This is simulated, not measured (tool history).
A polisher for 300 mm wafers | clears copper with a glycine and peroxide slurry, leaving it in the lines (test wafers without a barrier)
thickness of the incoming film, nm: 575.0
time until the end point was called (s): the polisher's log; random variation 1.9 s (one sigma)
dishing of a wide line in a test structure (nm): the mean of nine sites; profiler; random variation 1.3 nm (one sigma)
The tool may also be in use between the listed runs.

run  hour  flow of slurry (ml/min)  pressure of the wafer on the pad (psi)  speed of the pad under the wafer (cm/s)  overpolish time after the end point (s)  time until the end point was called (s)  dishing of a wide line in a test structure (nm)
  1   0.0                      290                                     1.8                                       94                                       25                                   181.56                                           59.653
  2   2.9                      355                                     1.8                                       94                                       25                                   179.44                                           59.669
  3   6.3                      355                                     1.8                                       94                                       29                                   179.79                                           68.720
  4  14.5                      285                                     1.8                                       94                                       29                                   180.12                                           67.306
  5  21.0                      350                                     1.8                                       94                                       29                                   179.52                                           67.521
  6  22.4                      350                                     2.1                                       94                                       29                                   159.25                                           75.365
  7  28.1                      350                                     2.0                                       94                                       32                                   163.76                                           77.951
  8  33.1                      350                                     1.9                                       94                                       35                                   172.64                                           81.338
  9  41.4                      350                                     1.9                                       94                                       37                                   171.80                                           83.978

Run 10 comes next. What will it give?
 10  45.1                      350                                     1.9                                       94                                       39                                        ?                                                ?

{"run 10": {"time until the end point was called (s)": 171.42, "dishing of a wide line in a test structure (nm)": 84.758}}
